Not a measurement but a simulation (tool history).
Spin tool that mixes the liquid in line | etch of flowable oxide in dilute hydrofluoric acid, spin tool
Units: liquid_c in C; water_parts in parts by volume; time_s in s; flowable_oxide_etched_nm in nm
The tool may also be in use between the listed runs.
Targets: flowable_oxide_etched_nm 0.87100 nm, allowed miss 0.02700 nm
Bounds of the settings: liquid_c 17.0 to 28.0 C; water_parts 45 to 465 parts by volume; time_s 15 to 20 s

run    day  liquid_c  water_parts  time_s  flowable_oxide_etched_nm
  1  0.000      20.0          255      20                   2.47200
  2  0.117      20.0          255      20                   2.45760
  3  0.188      19.5          305      20                   1.93320
  4  0.275      19.5          220      20                   2.87980
  5  0.300      19.0          280      20                   2.14240
  6  0.488      18.5          325      20                   1.71070
  7  0.688      18.0          360      20                   1.47820
  8  0.762      18.0          385      20                   1.35820

Which of these 5 next moves meets every target?
  A  0.838      19.5          445      15                         ?
  B  0.838      19.5          245      20                         ?
  C  0.838      18.5          240      20                         ?
  D  0.838      18.0          405      15                         ?
  E  0.838      17.5          270      20                         ?

move  flowable_oxide_etched_nm
   A                   0.87799
   B                   2.52250
   C                   2.49010
   D                   0.94498
   E                   2.07430
A: meets every target
B: further off than the last run
C: further off than the last run
D: nearer than the last run, and not there yet
E: further off than the last run
The right move is A.
